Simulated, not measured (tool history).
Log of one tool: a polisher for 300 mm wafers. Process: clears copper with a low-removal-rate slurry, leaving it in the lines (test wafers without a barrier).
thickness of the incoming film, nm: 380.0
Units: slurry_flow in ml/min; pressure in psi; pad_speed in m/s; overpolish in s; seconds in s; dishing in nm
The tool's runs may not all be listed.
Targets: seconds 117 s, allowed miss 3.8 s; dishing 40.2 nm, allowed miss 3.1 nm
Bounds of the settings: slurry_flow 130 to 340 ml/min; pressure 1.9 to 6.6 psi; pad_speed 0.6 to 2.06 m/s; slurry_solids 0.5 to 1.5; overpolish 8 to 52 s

Run 1, day 0: slurry_flow 220 ml/min, pressure 4.2 psi, pad_speed 1.32 m/s, slurry_solids 1, overpolish 26 s. Result: seconds 61.414 s, dishing 93.324 nm.
Run 2, day 0.125: slurry_flow 185 ml/min, pressure 4.2 psi, pad_speed 1.32 m/s, slurry_solids 1, overpolish 26 s. Result: seconds 62.43 s, dishing 91.764 nm.
Run 3, day 0.379: slurry_flow 185 ml/min, pressure 3.7 psi, pad_speed 1.3 m/s, slurry_solids 1, overpolish 23 s. Result: seconds 70.552 s, dishing 72.754 nm.
Run 4, day 0.425: slurry_flow 185 ml/min, pressure 3.3 psi, pad_speed 1.26 m/s, slurry_solids 1, overpolish 22 s. Result: seconds 82.556 s, dishing 66.935 nm.
Run 5, day 0.792: slurry_flow 145 ml/min, pressure 3.3 psi, pad_speed 1.26 m/s, slurry_solids 1, overpolish 22 s. Result: seconds 86.006 s, dishing 64.767 nm.
Run 6, day 0.825: slurry_flow 145 ml/min, pressure 3 psi, pad_speed 1.26 m/s, slurry_solids 1, overpolish 20 s. Result: seconds 92.653 s, dishing 53.159 nm.
Run 7, day 0.975: slurry_flow 145 ml/min, pressure 2.8 psi, pad_speed 1.26 m/s, slurry_solids 1, overpolish 20 s. Result: seconds 98.297 s, dishing 53.274 nm.
Run 8, day 1.083: slurry_flow 145 ml/min, pressure 2.7 psi, pad_speed 1.26 m/s, slurry_solids 1, overpolish 19 s. Result: seconds 102.67 s, dishing 47.283 nm.
Run 9, day 1.233: slurry_flow 145 ml/min, pressure 2.1 psi, pad_speed 1.26 m/s, slurry_solids 1, overpolish 18 s. Result: seconds 131.28 s, dishing 36.261 nm.
Run 10, day 1.588: slurry_flow 165 ml/min, pressure 2.4 psi, pad_speed 1.26 m/s, slurry_solids 1, overpolish 18 s. Result: seconds 114.06 s, dishing 40.338 nm.

5 next moves are on the table. One of them brings every result within its allowed miss. Which?
Run A, day 1.942: slurry_flow 190 ml/min, pressure 2.5 psi, pad_speed 1.2 m/s, slurry_solids 1.1, overpolish 18 s. Result: seconds ?, dishing ?.
Run B, day 1.942: slurry_flow 160 ml/min, pressure 2.5 psi, pad_speed 1.22 m/s, slurry_solids 1.15, overpolish 19 s. Result: seconds ?, dishing ?.
Run C, day 1.942: slurry_flow 175 ml/min, pressure 3.2 psi, pad_speed 1.06 m/s, slurry_solids 0.8, overpolish 14 s. Result: seconds ?, dishing ?.
Run D, day 1.942: slurry_flow 130 ml/min, pressure 2.3 psi, pad_speed 1.3 m/s, slurry_solids 0.8, overpolish 21 s. Result: seconds ?, dishing ?.
Run E, day 1.942: slurry_flow 175 ml/min, pressure 2.5 psi, pad_speed 1.18 m/s, slurry_solids 0.95, overpolish 18 s. Result: seconds ?, dishing ?.

move  seconds  dishing
   A   108.43   41.107
   B   107.55   43.286
   C   108.07   33.707
   D   126.63   40.817
   E   116.56   38.685
A: further off than the last run
B: further off than the last run
C: further off than the last run
D: takes the result that was furthest off past its target
E: meets every target
Answer: E
